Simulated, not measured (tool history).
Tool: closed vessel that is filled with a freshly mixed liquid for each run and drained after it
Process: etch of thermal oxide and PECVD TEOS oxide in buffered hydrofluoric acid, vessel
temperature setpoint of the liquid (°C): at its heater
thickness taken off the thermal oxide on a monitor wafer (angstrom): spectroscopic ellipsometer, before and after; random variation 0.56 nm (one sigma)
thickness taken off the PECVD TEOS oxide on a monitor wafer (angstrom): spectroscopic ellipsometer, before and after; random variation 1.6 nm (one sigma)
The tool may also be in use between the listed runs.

run	hour	temperature setpoint of the liquid (°C)	parts of 40 % ammonium fluoride to one part of 49 % hydrofluoric acid (parts by volume)	time in the liquid (s)	thickness taken off the thermal oxide on a monitor wafer (angstrom)	thickness taken off the PECVD TEOS oxide on a monitor wafer (angstrom)
1	0.0	24.0	17.0	60	420.81	657.92
2	1.2	22.5	17.0	60	386.61	594.15
3	10.2	25.0	14.5	60	517.52	805.27
4	11.3	27.0	13.0	60	643.61	1016.50
5	12.7	27.0	9.0	60	891.57	1379.70
6	18.6	28.0	9.0	60	936.11	1465.50

Forecast run 7:
7	24.4	28.5	9.0	60	?	?

thickness taken off the thermal oxide on a monitor wafer (angstrom): 959.30
thickness taken off the PECVD TEOS oxide on a monitor wafer (angstrom): 1468.00
